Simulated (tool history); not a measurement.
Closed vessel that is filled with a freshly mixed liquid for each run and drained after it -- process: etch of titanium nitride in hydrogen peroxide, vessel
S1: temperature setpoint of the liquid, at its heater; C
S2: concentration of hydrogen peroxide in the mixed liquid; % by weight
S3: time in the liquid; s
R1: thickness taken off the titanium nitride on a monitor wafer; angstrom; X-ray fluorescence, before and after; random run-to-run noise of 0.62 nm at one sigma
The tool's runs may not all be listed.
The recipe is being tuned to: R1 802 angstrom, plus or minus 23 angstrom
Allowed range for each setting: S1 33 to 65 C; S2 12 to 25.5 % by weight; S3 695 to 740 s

run  hour    S1    S2   S3      R1
  1     0    49  17.5  695  328.07
  2   8.3  55.5  17.5  695  518.53
  3  12.2  60.5  17.5  695  747.36
  4    16  54.5  17.5  695  490.01
  5    17  54.5  17.5  695  487.67
  6  23.1  54.5    15  695  470.96
  7  27.6  56.5    15  695  546.76
  8  30.7  56.5    15  695   544.1
  9  35.4    58    15  695  600.67
     38.7  -- peroxide flow meter replaced
 10  38.7    59    15  695  644.91

Next run, 5 choices. One meets every target within its allowed miss, the rest don't. Which?
  A    42    54  14.5  730   ?
  B    42  59.5    12  695   ?
  C    42  61.5    15  740   ?
  D    42  56.5  14.5  730   ?
  E    42    63    14  740   ?

move      R1
   A  476.08
   B  637.83
   C  814.89
   D  567.05
   E  888.14
A: misses by more than the last run did
B: about as far from the targets as the last run
C: meets every target
D: misses by more than the last run did
E: takes the biggest miss from the last run beyond its target
The right move is C.

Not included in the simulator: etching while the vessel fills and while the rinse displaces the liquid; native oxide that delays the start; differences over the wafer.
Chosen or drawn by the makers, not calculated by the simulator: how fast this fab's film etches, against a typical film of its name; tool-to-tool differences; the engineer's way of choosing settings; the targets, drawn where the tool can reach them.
